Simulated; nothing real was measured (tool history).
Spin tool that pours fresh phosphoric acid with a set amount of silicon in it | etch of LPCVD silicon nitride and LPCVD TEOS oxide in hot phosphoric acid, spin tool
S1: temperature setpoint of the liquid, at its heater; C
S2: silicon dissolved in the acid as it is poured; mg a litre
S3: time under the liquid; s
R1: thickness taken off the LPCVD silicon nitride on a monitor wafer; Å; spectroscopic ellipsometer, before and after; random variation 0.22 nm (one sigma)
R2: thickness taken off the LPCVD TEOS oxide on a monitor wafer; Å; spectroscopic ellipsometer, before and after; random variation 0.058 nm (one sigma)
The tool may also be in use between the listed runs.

run,hour,S1,S2,S3,R1,R2
1,0.0,161.0,15.0,180,165.26,10.597
2,6.5,162.0,15.0,180,168.47,10.772
3,7.3,162.0,9.0,180,170.39,12.480
4,15.8,162.0,15.0,180,169.34,11.962
5,16.5,161.5,17.5,205,191.87,12.460
6,17.6,161.5,17.5,175,165.40,10.260
7,18.1,161.5,21.0,200,185.65,10.163
8,25.1,162.0,22.5,220,207.66,11.382

The next listed run, before its measurement:
9,33.5,162.5,23.5,235,?,?

R1: 226.66 Å
R2: 11.185 Å
